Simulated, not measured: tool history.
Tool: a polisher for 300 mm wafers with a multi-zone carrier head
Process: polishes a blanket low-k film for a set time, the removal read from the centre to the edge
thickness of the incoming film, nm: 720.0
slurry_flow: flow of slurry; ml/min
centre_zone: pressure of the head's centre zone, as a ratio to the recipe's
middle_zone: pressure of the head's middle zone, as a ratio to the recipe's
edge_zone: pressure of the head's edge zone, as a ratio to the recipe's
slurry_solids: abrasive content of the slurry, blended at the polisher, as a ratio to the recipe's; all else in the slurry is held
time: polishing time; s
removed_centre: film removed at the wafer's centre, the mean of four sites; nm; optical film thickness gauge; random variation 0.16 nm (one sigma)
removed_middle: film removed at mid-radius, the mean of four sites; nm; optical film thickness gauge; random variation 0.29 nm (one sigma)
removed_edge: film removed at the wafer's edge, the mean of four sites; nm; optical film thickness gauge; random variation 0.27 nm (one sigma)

run,day,slurry_flow,centre_zone,middle_zone,edge_zone,slurry_solids,time,removed_centre,removed_middle,removed_edge
1,0,285,1,1,1,1,61,21.692,23.082,22.71
2,0.271,285,0.98,1.01,0.98,0.95,61,20.624,22.253,21.662
3,0.333,285,0.98,0.93,0.98,0.95,61,20.23,20.408,22.048
4,0.567,285,0.96,0.95,0.96,0.95,61,20.542,21.06,21.943
5,0.883,285,0.94,0.98,0.96,0.9,61,19.171,20.062,21.308
6,1.112,285,0.94,0.98,0.96,0.9,76,23.832,26.064,25.643
7,1.35,280,0.92,1.01,0.95,0.85,75,21.894,25.018,24.139
8,1.612,275,0.91,1.03,0.93,0.8,75,21.09,24.747,23.732
9,1.783,275,0.91,1.05,0.92,0.75,74,20.031,23.402,22.417
10,1.875,275,0.82,1.15,0.82,0.55,73,13.614,19.161,15.855
11,2.246,275,0.83,1.15,0.84,0.55,73,13.507,19.442,16.21
12,2.55,280,0.84,1.15,0.85,0.55,73,14.039,18.954,16.575
13,2.75,280,0.84,1.15,0.85,0.6,73,15.055,20.331,17.294
14,2.95,280,0.84,1.16,0.85,0.6,73,15.195,21.498,17.497
15,2.975,285,0.84,1.16,0.85,0.6,73,15.312,20.77,17.296
16,3.142,285,0.84,1.16,0.86,0.6,73,15.259,21.195,17.52
17,3.346,290,0.84,1.16,0.86,0.6,73,15.121,20.962,17.735
18,3.558,295,0.84,1.16,0.86,0.6,73,15.045,21.262,17.684

Run 19 comes next. What will it give?
19,3.604,300,0.85,1.16,0.86,0.6,73,?,?,?

{"run 19": {"removed_centre": 15.397, "removed_middle": 21.358, "removed_edge": 17.786}}

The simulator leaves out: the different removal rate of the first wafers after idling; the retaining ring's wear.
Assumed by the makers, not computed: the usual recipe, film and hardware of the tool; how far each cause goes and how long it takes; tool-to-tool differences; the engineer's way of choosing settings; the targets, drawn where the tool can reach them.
